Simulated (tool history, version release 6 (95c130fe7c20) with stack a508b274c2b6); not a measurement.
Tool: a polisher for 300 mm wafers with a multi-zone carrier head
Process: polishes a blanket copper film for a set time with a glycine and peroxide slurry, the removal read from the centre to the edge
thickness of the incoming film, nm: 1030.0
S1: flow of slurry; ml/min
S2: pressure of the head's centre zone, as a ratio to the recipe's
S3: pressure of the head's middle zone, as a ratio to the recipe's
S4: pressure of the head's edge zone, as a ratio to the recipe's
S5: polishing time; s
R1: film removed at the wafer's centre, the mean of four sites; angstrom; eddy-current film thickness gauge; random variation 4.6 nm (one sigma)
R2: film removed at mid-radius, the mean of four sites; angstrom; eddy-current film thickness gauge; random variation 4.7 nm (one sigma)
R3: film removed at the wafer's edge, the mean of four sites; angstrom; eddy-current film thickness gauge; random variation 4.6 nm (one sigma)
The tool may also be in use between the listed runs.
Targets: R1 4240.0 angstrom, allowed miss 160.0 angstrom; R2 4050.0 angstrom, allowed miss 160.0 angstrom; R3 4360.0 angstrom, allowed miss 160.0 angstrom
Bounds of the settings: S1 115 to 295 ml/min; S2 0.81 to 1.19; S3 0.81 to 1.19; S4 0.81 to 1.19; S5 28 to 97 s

{"run": 1, "hour": 0.0, "S1": 190, "S2": 1.0, "S3": 1.0, "S4": 1.0, "S5": 62, "R1": 2903.9, "R2": 2863.3, "R3": 2827.0}
{"run": 2, "hour": 4.5, "S1": 190, "S2": 0.97, "S3": 1.0, "S4": 1.0, "S5": 62, "R1": 2892.7, "R2": 2913.7, "R3": 2886.3}
{"run": 3, "hour": 11.0, "S1": 190, "S2": 0.92, "S3": 1.0, "S4": 1.0, "S5": 62, "R1": 2751.3, "R2": 2899.3, "R3": 2884.5}
{"run": 4, "hour": 11.7, "S1": 190, "S2": 0.92, "S3": 1.0, "S4": 1.0, "S5": 49, "R1": 2147.4, "R2": 2269.3, "R3": 2220.9}
{"run": 5, "hour": 12.7, "S1": 200, "S2": 0.95, "S3": 1.0, "S4": 1.04, "S5": 59, "R1": 2665.2, "R2": 2829.1, "R3": 2786.9}
{"run": 6, "hour": 18.6, "S1": 200, "S2": 0.89, "S3": 1.0, "S4": 1.04, "S5": 59, "R1": 2490.5, "R2": 2805.4, "R3": 2747.8}
{"run": 7, "hour": 26.6, "S1": 195, "S2": 0.94, "S3": 0.98, "S4": 1.06, "S5": 67, "R1": 2973.0, "R2": 3030.6, "R3": 3163.4}
{"hour": 30.8, "done": "worn pad replaced by a new one"}
{"run": 8, "hour": 30.8, "S1": 195, "S2": 0.97, "S3": 0.99, "S4": 1.08, "S5": 73, "R1": 3619.0, "R2": 3645.3, "R3": 3807.3}
{"run": 9, "hour": 37.8, "S1": 195, "S2": 1.0, "S3": 0.99, "S4": 1.11, "S5": 73, "R1": 3713.3, "R2": 3651.7, "R3": 3843.9}
{"run": 10, "hour": 45.0, "S1": 200, "S2": 1.02, "S3": 0.99, "S4": 1.14, "S5": 74, "R1": 3865.5, "R2": 3631.1, "R3": 4028.7}
{"run": 11, "hour": 50.3, "S1": 245, "S2": 1.05, "S3": 1.08, "S4": 1.17, "S5": 77, "R1": 4246.1, "R2": 4279.4, "R3": 4287.9}

Which of these 5 next moves meets every target?
{"run": "A", "hour": 55.6, "S1": 290, "S2": 1.05, "S3": 1.16, "S4": 1.17, "S5": 73, "R1": "?", "R2": "?", "R3": "?"}
{"run": "B", "hour": 55.6, "S1": 245, "S2": 1.05, "S3": 1.14, "S4": 1.16, "S5": 78, "R1": "?", "R2": "?", "R3": "?"}
{"run": "C", "hour": 55.6, "S1": 210, "S2": 1.03, "S3": 0.92, "S4": 1.19, "S5": 79, "R1": "?", "R2": "?", "R3": "?"}
{"run": "D", "hour": 55.6, "S1": 165, "S2": 1.04, "S3": 1.0, "S4": 1.16, "S5": 81, "R1": "?", "R2": "?", "R3": "?"}
{"run": "E", "hour": 55.6, "S1": 210, "S2": 1.05, "S3": 1.13, "S4": 1.09, "S5": 78, "R1": "?", "R2": "?", "R3": "?"}

move=A R1=4144.2 R2=4326.6 R3=4050.5
move=B R1=4350.8 R2=4483.0 R3=4258.8
move=C R1=4248.7 R2=3727.6 R3=4333.0
move=D R1=4267.9 R2=3990.4 R3=4293.4
move=E R1=4275.5 R2=4380.4 R3=4077.8
A: further off than the last run
B: further off than the last run
C: takes the result that was furthest off past its target
D: meets every target
E: further off than the last run
The right move is D.
